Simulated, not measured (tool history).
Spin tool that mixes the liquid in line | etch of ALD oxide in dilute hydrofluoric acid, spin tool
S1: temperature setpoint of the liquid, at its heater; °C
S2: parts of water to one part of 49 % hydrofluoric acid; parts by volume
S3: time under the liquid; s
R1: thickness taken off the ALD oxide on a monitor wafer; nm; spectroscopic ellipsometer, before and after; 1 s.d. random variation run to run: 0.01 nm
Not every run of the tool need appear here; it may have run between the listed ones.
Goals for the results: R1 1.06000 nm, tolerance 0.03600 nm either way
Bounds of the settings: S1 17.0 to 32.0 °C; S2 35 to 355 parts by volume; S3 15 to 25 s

run 1 hour=0.0 | S1=24.0 S2=195 S3=25 | R1=2.11760
run 2 hour=3.7 | S1=22.5 S2=215 S3=25 | R1=1.78000
run 3 hour=7.5 | S1=21.5 S2=230 S3=25 | R1=1.59170
run 4 hour=9.3 | S1=21.5 S2=230 S3=15 | R1=0.93316
run 5 hour=12.4 | S1=21.5 S2=270 S3=15 | R1=0.78500
run 6 hour=19.9 | S1=18.0 S2=270 S3=15 | R1=0.67927
run 7 hour=27.9 | S1=20.0 S2=270 S3=15 | R1=0.73618
run 8 hour=29.9 | S1=22.0 S2=270 S3=15 | R1=0.79133

Below are 4 possible settings for the next run. Only one of them brings all results inside the allowed miss of their targets. Which is it?
run A hour=31.9 | S1=23.0 S2=290 S3=20 | R1=?
run B hour=31.9 | S1=25.0 S2=330 S3=20 | R1=?
run C hour=31.9 | S1=22.5 S2=285 S3=20 | R1=?
run D hour=31.9 | S1=20.5 S2=305 S3=25 | R1=?

move=A R1=0.98790
move=B R1=0.89504
move=C R1=0.99227
move=D R1=1.05880
A: nearer than the last run, and not there yet
B: nearer than the last run, and not there yet
C: nearer than the last run, and not there yet
D: all results in spec
The move that meets every target is D.

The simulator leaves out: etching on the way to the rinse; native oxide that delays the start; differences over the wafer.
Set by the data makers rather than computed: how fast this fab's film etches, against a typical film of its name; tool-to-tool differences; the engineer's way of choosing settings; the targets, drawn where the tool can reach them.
